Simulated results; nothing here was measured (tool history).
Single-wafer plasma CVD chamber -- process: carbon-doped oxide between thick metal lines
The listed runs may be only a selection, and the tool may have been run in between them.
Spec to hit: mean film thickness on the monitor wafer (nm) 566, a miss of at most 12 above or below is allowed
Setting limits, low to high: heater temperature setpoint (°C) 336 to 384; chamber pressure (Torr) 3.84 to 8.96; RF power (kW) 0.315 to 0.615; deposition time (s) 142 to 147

run,hour,heater temperature setpoint (°C),chamber pressure (Torr),RF power (kW),deposition time (s),mean film thickness on the monitor wafer (nm)
1,0,360,6.4,0.465,142,706.43
2,7.6,351,6.4,0.465,142,719.8
3,11.7,351,5.74,0.465,142,716.66
4,14.5,352,5.67,0.445,142,689.74
5,18.1,352,5.67,0.445,147,716.27
6,20.8,353,5.56,0.43,147,695.81
7,21.5,354,5.45,0.415,147,683.53
8,25.2,361,4.93,0.34,142,540.09
9,28.2,360,5,0.34,142,543.93
10,29.7,359,5.06,0.34,142,543.57
11,38,358,5.11,0.34,142,548.12

5 candidate next runs follow, results not yet known. Just one meets every target within its allowed miss. Identify it.
A,46.3,358,6.01,0.33,142,?
B,46.3,364,5.67,0.35,145,?
C,46.3,365,4.9,0.325,146,?
D,46.3,360,5.58,0.33,142,?
E,46.3,354,5.68,0.355,147,?

move,mean film thickness on the monitor wafer (nm)
A,538.51
B,567.03
C,530.27
D,533.09
E,595.59
A: its largest miss is bigger than the last run's
B: every result within its allowed miss
C: its largest miss is bigger than the last run's
D: its largest miss is bigger than the last run's
E: pushes the last run's worst result past its target
B meets every target.
